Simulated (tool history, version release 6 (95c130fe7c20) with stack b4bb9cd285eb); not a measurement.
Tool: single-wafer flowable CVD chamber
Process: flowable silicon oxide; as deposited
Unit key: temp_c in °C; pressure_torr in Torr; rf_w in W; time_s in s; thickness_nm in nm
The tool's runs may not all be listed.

| run | hour | temp_c | pressure_torr | rf_w | time_s | thickness_nm |
|---|---|---|---|---|---|---|
| 1 | 0.0 | 90 | 0.913 | 2515 | 390 | 377.51 |
| 2 | 1.5 | 87 | 0.914 | 2515 | 390 | 408.36 |
| 3 | 2.4 | 87 | 0.758 | 2515 | 390 | 339.66 |
| 4 | 6.0 | 87 | 0.758 | 2515 | 370 | 323.71 |
| 5 | 7.4 | 87 | 0.758 | 2190 | 370 | 312.31 |
| 6 | 11.0 | 87 | 0.758 | 2315 | 370 | 317.15 |
|  | 14.5 | RF generator calibrated |
| 7 | 14.5 | 83 | 0.760 | 2315 | 370 | 357.79 |
| 8 | 21.6 | 80 | 0.764 | 2315 | 370 | 388.49 |
| 9 | 29.3 | 77 | 0.772 | 2315 | 370 | 424.67 |
| 10 | 31.2 | 75 | 0.780 | 2315 | 370 | 448.12 |
| 11 | 34.9 | 73 | 0.789 | 2320 | 370 | 477.10 |
| 12 | 37.0 | 72 | 0.797 | 2320 | 370 | 491.09 |
| 13 | 38.6 | 72 | 0.797 | 2320 | 370 | 488.33 |
| 14 | 39.4 | 71 | 0.807 | 2325 | 370 | 501.51 |
| 15 | 45.1 | 70 | 0.817 | 2330 | 370 | 522.97 |
| 16 | 47.0 | 69 | 0.824 | 2330 | 370 | 536.21 |
| 17 | 50.7 | 68 | 0.832 | 2330 | 370 | 554.54 |
| 18 | 56.1 | 68 | 0.838 | 2330 | 370 | 558.08 |
| 19 | 61.6 | 68 | 0.843 | 2330 | 370 | 559.89 |
| 20 | 63.6 | 68 | 0.848 | 2330 | 370 | 562.19 |
| 21 | 67.9 | 68 | 0.852 | 2330 | 370 | 566.51 |
| 22 | 71.5 | 68 | 0.855 | 2330 | 370 | 569.48 |
| 23 | 78.2 | 68 | 0.857 | 2330 | 370 | 569.83 |
| 24 | 85.1 | 68 | 0.859 | 2330 | 370 | 567.53 |

The next listed run, before its measurement:
| 25 | 86.3 | 68 | 0.861 | 2330 | 370 | ? |

thickness_nm: 572.46 nm

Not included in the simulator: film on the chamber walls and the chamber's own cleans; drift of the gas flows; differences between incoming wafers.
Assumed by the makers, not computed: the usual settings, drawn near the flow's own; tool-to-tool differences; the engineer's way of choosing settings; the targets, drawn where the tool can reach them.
